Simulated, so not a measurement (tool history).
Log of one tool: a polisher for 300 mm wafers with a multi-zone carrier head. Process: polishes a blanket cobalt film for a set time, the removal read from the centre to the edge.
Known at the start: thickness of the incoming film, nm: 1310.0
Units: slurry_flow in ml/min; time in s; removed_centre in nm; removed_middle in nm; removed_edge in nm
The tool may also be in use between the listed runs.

Run 1, hour 0.0: slurry_flow 285 ml/min, centre_zone 1.00, middle_zone 1.00, edge_zone 1.00, time 43 s. Result: removed_centre 240.86 nm, removed_middle 247.35 nm, removed_edge 249.79 nm.
Run 2, hour 8.1: slurry_flow 285 ml/min, centre_zone 1.00, middle_zone 1.00, edge_zone 0.94, time 43 s. Result: removed_centre 247.79 nm, removed_middle 244.58 nm, removed_edge 241.39 nm.
Run 3, hour 10.3: slurry_flow 245 ml/min, centre_zone 1.00, middle_zone 1.00, edge_zone 0.94, time 43 s. Result: removed_centre 236.10 nm, removed_middle 245.58 nm, removed_edge 238.47 nm.
Run 4, hour 13.0: slurry_flow 250 ml/min, centre_zone 1.00, middle_zone 0.98, edge_zone 0.94, time 43 s. Result: removed_centre 240.63 nm, removed_middle 242.13 nm, removed_edge 236.74 nm.
Run 5, hour 18.2: slurry_flow 250 ml/min, centre_zone 0.93, middle_zone 0.98, edge_zone 0.94, time 43 s. Result: removed_centre 222.23 nm, removed_middle 243.34 nm, removed_edge 238.33 nm.
Run 6, hour 25.5: slurry_flow 250 ml/min, centre_zone 0.93, middle_zone 0.98, edge_zone 0.88, time 43 s. Result: removed_centre 224.79 nm, removed_middle 244.42 nm, removed_edge 230.31 nm.
Run 7, hour 27.2: slurry_flow 260 ml/min, centre_zone 0.94, middle_zone 0.96, edge_zone 0.89, time 43 s. Result: removed_centre 227.01 nm, removed_middle 238.71 nm, removed_edge 232.90 nm.

The next listed run, before its measurement:
Run 8, hour 31.3: slurry_flow 270 ml/min, centre_zone 0.95, middle_zone 0.95, edge_zone 0.90, time 43 s. Result: removed_centre ?, removed_middle ?, removed_edge ?.

Run 8 gave removed_centre 231.18 nm, removed_middle 239.00 nm, removed_edge 231.43 nm.

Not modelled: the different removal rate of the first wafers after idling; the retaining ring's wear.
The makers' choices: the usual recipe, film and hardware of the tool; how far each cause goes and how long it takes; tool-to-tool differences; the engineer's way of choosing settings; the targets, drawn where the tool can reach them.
